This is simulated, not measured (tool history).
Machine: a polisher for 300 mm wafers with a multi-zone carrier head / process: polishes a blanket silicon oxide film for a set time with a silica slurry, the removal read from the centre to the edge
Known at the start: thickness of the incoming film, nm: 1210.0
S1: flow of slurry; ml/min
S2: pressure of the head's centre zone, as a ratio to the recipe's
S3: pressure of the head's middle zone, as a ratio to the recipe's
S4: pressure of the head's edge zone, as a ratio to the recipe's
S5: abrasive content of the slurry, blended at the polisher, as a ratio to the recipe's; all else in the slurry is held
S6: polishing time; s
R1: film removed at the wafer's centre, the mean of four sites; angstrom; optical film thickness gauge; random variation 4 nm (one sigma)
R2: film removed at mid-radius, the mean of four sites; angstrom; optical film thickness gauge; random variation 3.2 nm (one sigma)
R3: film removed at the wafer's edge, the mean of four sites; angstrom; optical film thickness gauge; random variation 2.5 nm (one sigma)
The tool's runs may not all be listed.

run,hour,S1,S2,S3,S4,S5,S6,R1,R2,R3
1,0.0,150,1.00,1.00,1.00,1.00,82,4341.7,4094.9,4189.8
2,8.9,150,1.00,1.00,1.00,0.80,82,3948.3,3665.3,3820.6
3,17.6,150,1.00,1.00,1.00,1.00,82,4433.5,4076.9,4166.5
4,19.2,150,1.00,0.96,1.00,1.00,82,4216.5,3840.3,4172.5
5,24.7,150,1.00,0.96,1.00,0.85,82,4015.0,3707.0,3929.2
6,26.9,120,1.00,0.96,1.00,0.85,82,3835.0,3579.4,3809.9
7,33.0,120,0.98,0.92,0.98,0.75,82,3614.1,3239.8,3573.4
# hour 38.9: centre zone pressure recalibrated
8,38.9,115,0.93,0.90,0.97,0.70,82,3186.7,3068.8,3398.0
9,44.6,110,0.92,0.88,0.96,0.70,82,3053.9,2968.4,3416.5
10,50.0,110,0.92,0.87,0.94,0.70,82,2988.5,2977.2,3325.5

Run 11 has not been measured yet. What should we expect?
11,50.8,105,0.93,0.85,0.94,0.70,82,?,?,?

R1: 3053.6 angstrom
R2: 2856.7 angstrom
R3: 3335.7 angstrom
